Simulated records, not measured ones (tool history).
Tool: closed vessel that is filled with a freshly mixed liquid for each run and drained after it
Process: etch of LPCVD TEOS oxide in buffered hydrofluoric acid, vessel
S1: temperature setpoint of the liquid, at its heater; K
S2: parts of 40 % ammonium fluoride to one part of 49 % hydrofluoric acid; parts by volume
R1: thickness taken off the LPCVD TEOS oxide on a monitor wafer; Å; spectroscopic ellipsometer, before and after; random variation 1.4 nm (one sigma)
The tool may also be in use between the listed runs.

Run 1, hour 0: S1 294.15 K, S2 11 parts by volume, time in the liquid (s) 100. Result: R1 2902.4 Å.
Run 2, hour 5.6: S1 291.15 K, S2 11 parts by volume, time in the liquid (s) 100. Result: R1 2395.3 Å.
Run 3, hour 13.2: S1 291.15 K, S2 11 parts by volume, time in the liquid (s) 100. Result: R1 2424 Å.
Run 4, hour 22.1: S1 290.15 K, S2 11 parts by volume, time in the liquid (s) 100. Result: R1 2295.1 Å.
Run 5, hour 23.1: S1 290.15 K, S2 11 parts by volume, time in the liquid (s) 110. Result: R1 2512.9 Å.
Run 6, hour 28: S1 290.15 K, S2 12.5 parts by volume, time in the liquid (s) 110. Result: R1 2221.1 Å.
Run 7, hour 31.9: S1 290.15 K, S2 13.5 parts by volume, time in the liquid (s) 110. Result: R1 2053.7 Å.
Run 8, hour 40.1: S1 290.15 K, S2 14 parts by volume, time in the liquid (s) 110. Result: R1 1987.2 Å.

The next listed run, before its measurement:
Run 9, hour 45.7: S1 290.15 K, S2 14.5 parts by volume, time in the liquid (s) 110. Result: R1 ?.

R1: 1941.7 Å

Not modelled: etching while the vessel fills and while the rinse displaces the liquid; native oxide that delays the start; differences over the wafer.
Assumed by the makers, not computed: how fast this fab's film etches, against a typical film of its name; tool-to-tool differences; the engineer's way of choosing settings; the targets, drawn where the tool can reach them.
